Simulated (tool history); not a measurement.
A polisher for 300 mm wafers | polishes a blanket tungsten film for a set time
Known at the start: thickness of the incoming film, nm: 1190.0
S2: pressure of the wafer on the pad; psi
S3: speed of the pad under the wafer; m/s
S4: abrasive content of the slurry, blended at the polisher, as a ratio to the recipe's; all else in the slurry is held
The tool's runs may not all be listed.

run 1 day=0 | flow_of_slurry_(ml/min)=250 S2=3.6 S3=1.32 S4=1 polishing_time_(s)=102 | film_removed_(angstrom)=6155.9
run 2 day=0.029 | flow_of_slurry_(ml/min)=250 S2=2.8 S3=1.32 S4=1 polishing_time_(s)=102 | film_removed_(angstrom)=4725.2
run 3 day=0.154 | flow_of_slurry_(ml/min)=250 S2=2.8 S3=1.14 S4=1 polishing_time_(s)=102 | film_removed_(angstrom)=4199.8
run 4 day=0.204 | flow_of_slurry_(ml/min)=250 S2=2.4 S3=1.14 S4=1 polishing_time_(s)=102 | film_removed_(angstrom)=3631.4
run 5 day=0.367 | flow_of_slurry_(ml/min)=250 S2=2.4 S3=1.14 S4=0.8 polishing_time_(s)=102 | film_removed_(angstrom)=3322.4
run 6 day=0.492 | flow_of_slurry_(ml/min)=250 S2=2.4 S3=0.8 S4=0.8 polishing_time_(s)=102 | film_removed_(angstrom)=2417.8

The next listed run, before its measurement:
run 7 day=0.688 | flow_of_slurry_(ml/min)=250 S2=2.9 S3=0.8 S4=0.8 polishing_time_(s)=102 | film_removed_(angstrom)=?

{"run 7": {"film removed (angstrom)": 2784.7}}

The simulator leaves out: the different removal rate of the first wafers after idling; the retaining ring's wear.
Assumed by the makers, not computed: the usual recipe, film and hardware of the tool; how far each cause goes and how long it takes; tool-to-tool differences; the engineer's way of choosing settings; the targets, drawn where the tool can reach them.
